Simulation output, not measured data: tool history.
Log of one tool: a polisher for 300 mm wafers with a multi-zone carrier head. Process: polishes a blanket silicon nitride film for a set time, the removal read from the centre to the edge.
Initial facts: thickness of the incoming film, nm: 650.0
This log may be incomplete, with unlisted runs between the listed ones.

run	hour	flow of slurry (ml/min)	pressure of the head's centre zone	pressure of the head's middle zone	pressure of the head's edge zone	polishing time (s)	film removed at the wafer's centre (Å)	film removed at mid-radius (Å)	film removed at the wafer's edge (Å)
1	0.0	240	1.00	1.00	1.00	70	1315.0	1317.8	1369.6
2	4.0	255	1.00	1.05	1.00	75	1429.7	1475.2	1467.6
3	12.0	255	1.00	0.99	1.00	75	1437.7	1374.0	1456.0
4	13.7	255	1.00	0.99	0.92	75	1388.9	1383.8	1414.4
5	15.0	255	1.00	0.99	0.92	82	1601.4	1539.8	1556.5
6	21.8	255	1.05	0.99	0.92	82	1669.7	1526.7	1538.9

Forecast run 7:
7	30.8	310	0.95	1.09	0.98	91	?	?	?

{"run 7": {"film removed at the wafer's centre (Å)": 1692.2, "film removed at mid-radius (Å)": 1881.7, "film removed at the wafer's edge (Å)": 1795.1}}
